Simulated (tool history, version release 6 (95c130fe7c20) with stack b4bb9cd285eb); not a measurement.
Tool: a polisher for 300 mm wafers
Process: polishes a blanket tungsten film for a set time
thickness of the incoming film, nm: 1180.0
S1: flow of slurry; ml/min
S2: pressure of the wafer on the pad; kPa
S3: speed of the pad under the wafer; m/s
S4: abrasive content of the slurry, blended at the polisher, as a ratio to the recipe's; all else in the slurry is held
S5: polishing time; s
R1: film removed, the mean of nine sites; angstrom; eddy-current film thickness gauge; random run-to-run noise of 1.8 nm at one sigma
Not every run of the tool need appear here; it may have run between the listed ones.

run	day	S1	S2	S3	S4	S5	R1
1	0	195	31.7	0.82	1	33	1729.7
2	0.258	205	34.5	0.82	1	33	1871.1
3	0.333	205	36.5	0.82	1	33	1917.9
4	0.546	205	36.5	0.94	1	33	2182.5
5	0.762	240	36.5	0.94	1	33	2214.4
6	1.117	240	39.3	0.94	1	33	2385.2

What will run 7 give?
7	1.412	240	40	0.94	1	33	?

{"run 7": {"R1": 2347.1}}
